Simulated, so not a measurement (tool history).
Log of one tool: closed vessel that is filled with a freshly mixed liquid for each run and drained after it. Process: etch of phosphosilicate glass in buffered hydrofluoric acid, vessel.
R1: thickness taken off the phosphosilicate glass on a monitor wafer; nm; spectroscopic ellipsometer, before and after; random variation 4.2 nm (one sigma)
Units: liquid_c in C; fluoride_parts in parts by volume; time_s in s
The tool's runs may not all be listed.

run 1 hour=0.0 | liquid_c=21.0 fluoride_parts=20.0 time_s=90 | R1=198.72
run 2 hour=2.5 | liquid_c=22.5 fluoride_parts=18.5 time_s=90 | R1=233.17
run 3 hour=8.6 | liquid_c=23.5 fluoride_parts=17.5 time_s=90 | R1=250.55
run 4 hour=10.0 | liquid_c=23.5 fluoride_parts=21.5 time_s=90 | R1=212.44
run 5 hour=19.3 | liquid_c=24.5 fluoride_parts=19.5 time_s=90 | R1=242.92
run 6 hour=22.9 | liquid_c=24.5 fluoride_parts=19.5 time_s=100 | R1=272.51
run 7 hour=25.9 | liquid_c=25.5 fluoride_parts=18.5 time_s=100 | R1=300.54
run 8 hour=33.1 | liquid_c=26.0 fluoride_parts=17.5 time_s=100 | R1=325.22
run 9 hour=41.6 | liquid_c=26.5 fluoride_parts=17.0 time_s=100 | R1=340.79
run 10 hour=48.4 | liquid_c=27.0 fluoride_parts=16.5 time_s=100 | R1=361.09

Forecast run 11:
run 11 hour=56.1 | liquid_c=27.5 fluoride_parts=16.0 time_s=100 | R1=?

{"run 11": {"R1": 388.1}}

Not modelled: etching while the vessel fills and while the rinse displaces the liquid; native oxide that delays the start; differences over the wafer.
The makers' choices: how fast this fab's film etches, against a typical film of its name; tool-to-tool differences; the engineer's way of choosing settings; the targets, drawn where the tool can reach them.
